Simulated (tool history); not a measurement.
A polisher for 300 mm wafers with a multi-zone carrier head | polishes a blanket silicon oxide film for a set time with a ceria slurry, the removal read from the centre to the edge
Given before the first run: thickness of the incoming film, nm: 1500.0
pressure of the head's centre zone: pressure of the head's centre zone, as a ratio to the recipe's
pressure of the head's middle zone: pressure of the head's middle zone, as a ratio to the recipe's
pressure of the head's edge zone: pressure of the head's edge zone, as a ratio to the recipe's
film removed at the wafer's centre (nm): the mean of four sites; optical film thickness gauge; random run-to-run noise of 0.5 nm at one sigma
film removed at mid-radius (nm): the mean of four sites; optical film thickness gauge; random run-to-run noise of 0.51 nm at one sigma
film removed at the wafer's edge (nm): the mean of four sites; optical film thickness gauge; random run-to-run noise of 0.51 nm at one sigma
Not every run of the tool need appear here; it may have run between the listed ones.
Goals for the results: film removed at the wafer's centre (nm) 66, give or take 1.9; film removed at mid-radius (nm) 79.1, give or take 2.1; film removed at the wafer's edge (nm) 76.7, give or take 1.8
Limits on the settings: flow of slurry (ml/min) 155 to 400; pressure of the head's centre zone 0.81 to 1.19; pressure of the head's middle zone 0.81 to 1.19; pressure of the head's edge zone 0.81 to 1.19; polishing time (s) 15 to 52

run  hour  flow of slurry (ml/min)  pressure of the head's centre zone  pressure of the head's middle zone  pressure of the head's edge zone  polishing time (s)  film removed at the wafer's centre (nm)  film removed at mid-radius (nm)  film removed at the wafer's edge (nm)
  1     0                      255                                   1                                   1                                 1                  33                                   97.635                           100.23                                 99.814
  2   8.9                      255                                0.92                                   1                                 1                  33                                   90.172                           100.14                                 102.23
  3  16.8                      255                                0.92                                0.96                                 1                  33                                   90.483                           96.738                                 100.43
  4  22.8                      240                                0.89                                0.96                              0.95                  31                                   81.687                            90.01                                 91.288
  5  26.7                      225                                0.86                                0.96                              0.92                  30                                    75.24                            86.92                                 86.985
  6  35.4                      225                                0.86                                0.96                              0.98                  30                                   75.223                           87.229                                 88.562
  7  43.2                      205                                0.85                                0.95                              0.94                  29                                   70.142                           82.378                                 83.985
  8  44.8                      195                                0.85                                0.95                               0.9                  29                                   70.349                           81.141                                 81.104
  9  53.2                      195                                0.85                                0.95                               0.9                  29                                   70.596                           81.649                                 82.076
 10  60.3                      190                                0.84                                0.95                              0.88                  29                                    68.35                           80.281                                 81.091
 11  65.3                      180                                0.85                                0.98                              0.81                  28                                   66.169                           79.019                                 74.438

Which one of the following 5 next-run settings gets every result inside its allowed miss? There is exactly one.
  A  70.3                      160                                0.87                                1.01                              0.89                  28                                        ?                                ?                                      ?
  B  70.3                      185                                0.85                                1.03                              0.81                  27                                        ?                                ?                                      ?
  C  70.3                      160                                0.83                                1.01                              0.81                  28                                        ?                                ?                                      ?
  D  70.3                      240                                0.84                                1.01                              0.81                  26                                        ?                                ?                                      ?
  E  70.3                      195                                0.87                                0.99                              0.82                  27                                        ?                                ?                                      ?

move  film removed at the wafer's centre (nm)  film removed at mid-radius (nm)  film removed at the wafer's edge (nm)
   A                                   66.519                           80.174                                 76.139
   B                                   64.769                           80.955                                 71.887
   C                                   63.433                           80.199                                 73.005
   D                                   64.512                           79.879                                 71.375
   E                                   66.989                           79.015                                 72.809
A: hits every target within its allowed miss
B: its largest miss is bigger than the last run's
C: its largest miss is bigger than the last run's
D: its largest miss is bigger than the last run's
E: its largest miss is bigger than the last run's
So the answer is move A, the one that meets all the targets.
